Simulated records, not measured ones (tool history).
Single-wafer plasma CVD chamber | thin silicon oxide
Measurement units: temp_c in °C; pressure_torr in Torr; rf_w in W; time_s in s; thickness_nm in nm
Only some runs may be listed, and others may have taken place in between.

run	hour	temp_c	pressure_torr	rf_w	time_s	thickness_nm
1	0.0	395	0.920	225	12.2	23.578
2	4.4	395	0.979	225	12.2	24.343
3	11.8	395	1.040	225	12.2	25.132
4	14.6	395	1.095	225	12.2	25.814
5	17.6	395	1.140	225	12.2	26.330
6	22.6	395	1.140	200	12.2	24.939
7	23.3	395	1.184	205	12.2	25.743

Run 8 has not been measured yet. What should we expect?
8	28.4	395	1.288	210	12.2	?

Run 8 produced thickness_nm 27.015 nm.

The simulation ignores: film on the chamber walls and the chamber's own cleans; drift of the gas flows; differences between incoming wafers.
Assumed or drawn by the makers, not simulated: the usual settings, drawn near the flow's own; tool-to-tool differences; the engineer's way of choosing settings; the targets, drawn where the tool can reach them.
